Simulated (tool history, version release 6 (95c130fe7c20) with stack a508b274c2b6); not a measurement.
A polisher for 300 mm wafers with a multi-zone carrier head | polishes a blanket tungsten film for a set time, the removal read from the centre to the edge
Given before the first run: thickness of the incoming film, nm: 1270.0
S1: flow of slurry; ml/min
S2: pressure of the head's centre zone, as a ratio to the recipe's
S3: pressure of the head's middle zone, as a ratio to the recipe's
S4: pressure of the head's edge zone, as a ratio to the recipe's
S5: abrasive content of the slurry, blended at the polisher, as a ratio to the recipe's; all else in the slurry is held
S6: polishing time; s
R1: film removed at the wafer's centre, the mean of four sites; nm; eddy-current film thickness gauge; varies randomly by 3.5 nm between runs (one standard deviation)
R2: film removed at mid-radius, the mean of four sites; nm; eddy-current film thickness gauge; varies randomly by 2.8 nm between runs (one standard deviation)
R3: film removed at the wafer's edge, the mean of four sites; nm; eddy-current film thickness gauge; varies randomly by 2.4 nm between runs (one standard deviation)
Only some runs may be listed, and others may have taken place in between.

run 1 hour=0 | S1=300 S2=1 S3=1 S4=1 S5=1 S6=71 | R1=392.8 R2=401.34 R3=397.82
run 2 hour=8.3 | S1=300 S2=1.04 S3=1 S4=1 S5=1 S6=71 | R1=403.51 R2=396.43 R3=394.71
run 3 hour=16.7 | S1=295 S2=1.03 S3=0.99 S4=0.97 S5=0.9 S6=70 | R1=380.58 R2=382 R3=371.29
run 4 hour=18.6 | S1=295 S2=1.03 S3=0.99 S4=1.05 S5=0.9 S6=70 | R1=389.97 R2=383.77 R3=392.41
run 5 hour=24.6 | S1=240 S2=1.03 S3=0.99 S4=1.05 S5=0.9 S6=70 | R1=376.67 R2=370.26 R3=381.13
run 6 hour=32.5 | S1=240 S2=1.03 S3=0.91 S4=1.05 S5=0.9 S6=70 | R1=371 R2=347.46 R3=385.77
run 7 hour=37.9 | S1=235 S2=1.03 S3=0.91 S4=1.01 S5=0.85 S6=70 | R1=368.79 R2=338.07 R3=370.08
run 8 hour=42.8 | S1=230 S2=1.02 S3=0.92 S4=0.98 S5=0.8 S6=70 | R1=362.6 R2=337.74 R3=355.78
run 9 hour=50.6 | S1=225 S2=1 S3=0.92 S4=0.96 S5=0.8 S6=70 | R1=353.11 R2=335.85 R3=353.86

Run 10, settings as shown, results not yet in. Your forecast:
run 10 hour=54 | S1=220 S2=0.99 S3=0.93 S4=0.94 S5=0.75 S6=70 | R1=? R2=? R3=?

R1: 342.01 nm
R2: 337.46 nm
R3: 341.72 nm

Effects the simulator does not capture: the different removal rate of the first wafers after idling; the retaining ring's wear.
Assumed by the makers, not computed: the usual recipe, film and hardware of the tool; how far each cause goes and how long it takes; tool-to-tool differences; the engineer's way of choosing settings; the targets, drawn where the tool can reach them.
